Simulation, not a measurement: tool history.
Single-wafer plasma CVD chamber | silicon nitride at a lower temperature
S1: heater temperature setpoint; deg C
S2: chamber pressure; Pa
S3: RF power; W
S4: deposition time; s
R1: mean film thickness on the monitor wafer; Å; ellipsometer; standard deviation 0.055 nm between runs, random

run 1 hour=0 | S1=365 S2=163 S3=290 S4=12.3 | R1=132.41
run 2 hour=0.6 | S1=365 S2=149 S3=270 S4=12.2 | R1=123.3
run 3 hour=6.2 | S1=365 S2=140 S3=255 S4=12.1 | R1=114.02
run 4 hour=7.8 | S1=365 S2=131 S3=250 S4=12.1 | R1=110.16
run 5 hour=12.1 | S1=365 S2=153 S3=250 S4=12.1 | R1=115.6
run 6 hour=14.5 | S1=365 S2=153 S3=270 S4=12.1 | R1=121.44
run 7 hour=21.1 | S1=365 S2=141 S3=260 S4=12.1 | R1=116.05
run 8 hour=24.3 | S1=365 S2=132 S3=255 S4=12.1 | R1=112.75

Estimate the outcome of run 9 from the log above:
run 9 hour=28.5 | S1=365 S2=125 S3=250 S4=12.1 | R1=?

R1: 108.53 Å
